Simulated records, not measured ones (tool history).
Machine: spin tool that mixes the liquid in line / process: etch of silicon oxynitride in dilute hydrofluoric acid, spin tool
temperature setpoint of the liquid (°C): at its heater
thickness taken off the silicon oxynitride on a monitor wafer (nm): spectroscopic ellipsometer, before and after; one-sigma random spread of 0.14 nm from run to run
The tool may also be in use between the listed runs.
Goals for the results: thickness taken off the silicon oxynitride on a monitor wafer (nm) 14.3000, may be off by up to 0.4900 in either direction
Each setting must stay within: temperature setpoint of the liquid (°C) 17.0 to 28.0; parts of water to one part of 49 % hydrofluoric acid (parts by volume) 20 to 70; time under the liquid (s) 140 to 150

run	hour	temperature setpoint of the liquid (°C)	parts of water to one part of 49 % hydrofluoric acid (parts by volume)	time under the liquid (s)	thickness taken off the silicon oxynitride on a monitor wafer (nm)
1	0.0	20.0	40	140	10.0110
2	7.7	21.5	40	140	10.9750
3	14.5	21.5	40	150	11.7010
4	18.3	21.5	40	140	10.7550
5	21.9	19.0	40	140	9.6975
6	29.1	20.5	40	140	10.4620
7	34.1	22.0	40	140	11.1380
8	41.5	23.0	40	140	11.7670
9	50.3	23.5	40	140	12.0280
10	56.8	24.0	40	140	12.1990
11	61.4	24.5	40	140	12.6510
12	66.0	25.0	40	140	12.6960
13	68.2	25.0	40	140	12.8950
14	71.3	25.0	40	140	12.6740
15	72.3	25.5	40	140	12.9970
16	74.4	26.0	40	140	13.3720

Which single option among these 5 for the next run brings every result within its allowed miss of target? Just one does.
A	76.5	25.5	40	150	?
B	76.5	25.5	45	150	?
C	76.5	24.5	40	140	?
D	76.5	25.0	40	140	?
E	76.5	27.5	45	140	?

move	thickness taken off the silicon oxynitride on a monitor wafer (nm)
A	14.1710
B	12.5400
C	12.6050
D	12.9120
E	12.8680
A: each result inside its tolerance
B: the biggest miss grows against the last run
C: the biggest miss grows against the last run
D: the biggest miss grows against the last run
E: the biggest miss grows against the last run
So the answer is move A, the one that meets all the targets.
